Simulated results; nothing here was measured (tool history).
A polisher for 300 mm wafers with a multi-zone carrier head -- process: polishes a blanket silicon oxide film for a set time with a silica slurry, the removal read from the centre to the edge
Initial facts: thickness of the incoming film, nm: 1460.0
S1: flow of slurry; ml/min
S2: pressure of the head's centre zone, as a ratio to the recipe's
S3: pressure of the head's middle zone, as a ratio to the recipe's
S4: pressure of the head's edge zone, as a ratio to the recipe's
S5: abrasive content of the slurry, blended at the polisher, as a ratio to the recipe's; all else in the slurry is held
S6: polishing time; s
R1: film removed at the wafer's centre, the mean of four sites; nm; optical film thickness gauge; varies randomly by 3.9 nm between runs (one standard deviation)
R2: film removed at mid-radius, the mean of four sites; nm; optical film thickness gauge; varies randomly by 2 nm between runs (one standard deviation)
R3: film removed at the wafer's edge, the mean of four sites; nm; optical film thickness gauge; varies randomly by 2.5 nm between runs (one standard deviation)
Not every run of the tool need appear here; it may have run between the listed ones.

run 1 hour=0.0 | S1=250 S2=1.00 S3=1.00 S4=1.00 S5=1.00 S6=70 | R1=382.59 R2=390.01 R3=375.05
run 2 hour=2.8 | S1=250 S2=1.00 S3=1.00 S4=1.00 S5=1.00 S6=78 | R1=423.00 R2=434.05 R3=418.77
run 3 hour=8.2 | S1=250 S2=0.99 S3=1.00 S4=0.98 S5=0.95 S6=77 | R1=409.79 R2=421.31 R3=402.91
run 4 hour=9.0 | S1=250 S2=0.99 S3=1.00 S4=0.95 S5=0.95 S6=77 | R1=410.06 R2=414.06 R3=396.11
run 5 hour=12.0 | S1=250 S2=0.99 S3=1.00 S4=0.95 S5=0.95 S6=61 | R1=316.33 R2=333.55 R3=314.83
run 6 hour=17.8 | S1=200 S2=0.99 S3=1.00 S4=0.95 S5=0.95 S6=61 | R1=306.39 R2=320.53 R3=310.43
run 7 hour=26.1 | S1=200 S2=0.99 S3=1.00 S4=0.94 S5=0.90 S6=61 | R1=307.17 R2=314.11 R3=298.53

Run 8 comes next. What will it give?
run 8 hour=32.2 | S1=200 S2=0.98 S3=1.00 S4=0.93 S5=0.90 S6=61 | R1=? R2=? R3=?

{"run 8": {"R1": 298.75, "R2": 312.01, "R3": 292.78}}
